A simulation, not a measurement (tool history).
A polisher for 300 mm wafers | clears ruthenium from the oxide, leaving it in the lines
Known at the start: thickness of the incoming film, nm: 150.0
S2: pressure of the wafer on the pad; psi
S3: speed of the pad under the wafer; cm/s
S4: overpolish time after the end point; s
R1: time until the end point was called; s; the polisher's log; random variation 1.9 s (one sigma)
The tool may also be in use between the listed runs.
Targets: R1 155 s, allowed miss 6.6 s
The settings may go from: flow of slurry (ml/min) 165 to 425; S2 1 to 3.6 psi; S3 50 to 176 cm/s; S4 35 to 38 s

run 1 hour=0 | flow_of_slurry_(ml/min)=275 S2=2.3 S3=112 S4=35 | R1=110.35
run 2 hour=8.1 | flow_of_slurry_(ml/min)=275 S2=2.1 S3=112 S4=35 | R1=117.87
run 3 hour=11 | flow_of_slurry_(ml/min)=315 S2=2.1 S3=112 S4=35 | R1=114.86
run 4 hour=16.9 | flow_of_slurry_(ml/min)=365 S2=2.1 S3=112 S4=35 | R1=115.19
run 5 hour=23.1 | flow_of_slurry_(ml/min)=365 S2=2.3 S3=112 S4=35 | R1=107.46
run 6 hour=26.9 | flow_of_slurry_(ml/min)=365 S2=2 S3=112 S4=35 | R1=119.52
run 7 hour=28.7 | flow_of_slurry_(ml/min)=365 S2=1.9 S3=112 S4=35 | R1=120.81
run 8 hour=36 | flow_of_slurry_(ml/min)=365 S2=1.7 S3=112 S4=35 | R1=127.75
run 9 hour=41.4 | flow_of_slurry_(ml/min)=365 S2=1.6 S3=112 S4=35 | R1=134.35

5 next moves are on the table. One of them brings every result within its allowed miss. Which?
run A hour=46.8 | flow_of_slurry_(ml/min)=375 S2=1.3 S3=112 S4=38 | R1=?
run B hour=46.8 | flow_of_slurry_(ml/min)=335 S2=1.5 S3=90 S4=38 | R1=?
run C hour=46.8 | flow_of_slurry_(ml/min)=300 S2=1.5 S3=88 S4=38 | R1=?
run D hour=46.8 | flow_of_slurry_(ml/min)=395 S2=1.6 S3=82 S4=35 | R1=?
run E hour=46.8 | flow_of_slurry_(ml/min)=350 S2=1.1 S3=110 S4=38 | R1=?

move=A R1=151.44
move=B R1=168.98
move=C R1=173.63
move=D R1=173.32
move=E R1=168.49
A: meets every target
B: takes the result that was furthest off past its target
C: takes the result that was furthest off past its target
D: takes the result that was furthest off past its target
E: takes the result that was furthest off past its target
Move A is the one to make.

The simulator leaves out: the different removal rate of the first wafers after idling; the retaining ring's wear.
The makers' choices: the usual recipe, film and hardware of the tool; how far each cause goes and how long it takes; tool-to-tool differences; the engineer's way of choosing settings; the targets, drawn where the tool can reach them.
